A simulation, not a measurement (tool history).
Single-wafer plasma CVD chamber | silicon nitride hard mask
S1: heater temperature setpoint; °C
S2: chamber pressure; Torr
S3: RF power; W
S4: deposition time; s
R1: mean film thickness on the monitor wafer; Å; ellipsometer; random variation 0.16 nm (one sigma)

run	day	S1	S2	S3	S4	R1
1	0.000	415	1.85	255	55.5	561.37
2	0.229	415	1.95	260	55.5	577.44
3	0.462	415	2.11	260	55.5	585.39
4	0.500	415	2.11	230	55.5	539.54
5	0.838	415	2.16	240	55.6	561.59
6	1.038	415	2.21	245	55.7	574.84
7	1.300	415	2.26	250	55.7	584.21

Forecast run 8:
8	1.617	415	2.30	255	55.7	?

{"run 8": {"R1": 595.32}}

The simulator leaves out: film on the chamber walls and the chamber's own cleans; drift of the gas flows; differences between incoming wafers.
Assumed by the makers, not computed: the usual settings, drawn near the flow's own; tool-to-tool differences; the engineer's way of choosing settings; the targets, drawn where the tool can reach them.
